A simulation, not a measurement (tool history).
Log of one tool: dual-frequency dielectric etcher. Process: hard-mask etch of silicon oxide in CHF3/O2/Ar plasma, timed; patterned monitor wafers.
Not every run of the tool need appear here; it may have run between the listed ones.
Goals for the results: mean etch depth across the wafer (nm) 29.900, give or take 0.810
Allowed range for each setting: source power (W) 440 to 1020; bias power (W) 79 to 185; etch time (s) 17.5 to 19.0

| run | hour | source power (W) | bias power (W) | etch time (s) | mean etch depth across the wafer (nm) |
|---|---|---|---|---|---|
| 1 | 0.0 | 730 | 132 | 19.0 | 35.563 |
| 2 | 1.3 | 690 | 128 | 19.0 | 34.344 |
| 3 | 3.8 | 690 | 128 | 19.0 | 34.469 |
| 4 | 9.1 | 650 | 125 | 19.0 | 33.320 |
| 5 | 17.6 | 560 | 125 | 19.0 | 31.588 |
| 6 | 23.3 | 560 | 138 | 19.0 | 32.801 |
| 7 | 30.9 | 540 | 136 | 19.0 | 32.158 |
| 8 | 37.5 | 520 | 134 | 19.0 | 31.467 |
| 9 | 43.5 | 510 | 133 | 19.0 | 31.359 |
| 10 | 46.1 | 500 | 132 | 19.0 | 30.991 |

Exercise: of the 5 proposed moves below, exactly one satisfies all targets within the stated allowed misses. Which move is it?
| A | 48.7 | 470 | 127 | 18.0 | ? |
| B | 48.7 | 550 | 127 | 18.0 | ? |
| C | 48.7 | 440 | 118 | 18.5 | ? |
| D | 48.7 | 550 | 131 | 18.5 | ? |
| E | 48.7 | 590 | 133 | 18.5 | ? |

| move | mean etch depth across the wafer (nm) |
|---|---|
| A | 28.486 |
| B | 30.049 |
| C | 27.918 |
| D | 31.216 |
| E | 32.147 |
A: takes the biggest miss from the last run beyond its target
B: each result inside its tolerance
C: takes the biggest miss from the last run beyond its target
D: misses by more than the last run did
E: misses by more than the last run did
B is the move that brings every result within its allowed miss.

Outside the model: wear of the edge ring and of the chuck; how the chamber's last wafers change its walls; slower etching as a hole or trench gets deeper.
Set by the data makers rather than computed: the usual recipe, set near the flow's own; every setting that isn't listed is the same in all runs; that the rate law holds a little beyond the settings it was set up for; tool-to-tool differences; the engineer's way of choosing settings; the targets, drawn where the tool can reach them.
